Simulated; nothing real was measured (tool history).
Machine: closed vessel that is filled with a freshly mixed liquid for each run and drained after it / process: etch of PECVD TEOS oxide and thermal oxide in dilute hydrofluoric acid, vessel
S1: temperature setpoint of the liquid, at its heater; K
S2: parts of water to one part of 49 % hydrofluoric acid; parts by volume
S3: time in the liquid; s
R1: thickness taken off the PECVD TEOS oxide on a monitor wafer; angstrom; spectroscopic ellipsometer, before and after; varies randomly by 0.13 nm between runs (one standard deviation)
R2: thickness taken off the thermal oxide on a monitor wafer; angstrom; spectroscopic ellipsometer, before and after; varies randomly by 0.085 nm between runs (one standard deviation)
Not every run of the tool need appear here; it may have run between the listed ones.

| run | hour | S1 | S2 | S3 | R1 | R2 |
|---|---|---|---|---|---|---|
| 1 | 0 | 299.15 | 110 | 430 | 428.79 | 216.75 |
| 2 | 2.9 | 298.15 | 110 | 430 | 413.66 | 208 |
| 3 | 8.5 | 298.15 | 85 | 430 | 548.43 | 276.5 |
| 4 | 11.5 | 299.65 | 85 | 430 | 579.47 | 293.34 |
| 5 | 13.8 | 298.65 | 90 | 430 | 525.41 | 265.71 |
| 6 | 18.6 | 298.65 | 115 | 430 | 400.78 | 201.37 |
| 7 | 26.5 | 298.15 | 115 | 430 | 392.68 | 197.28 |
| 8 | 33.7 | 297.65 | 115 | 430 | 386.59 | 194.12 |

Run 9 comes next. What will it give?
| 9 | 37.2 | 297.15 | 115 | 430 | ? | ? |

R1: 375.09 angstrom
R2: 190.96 angstrom
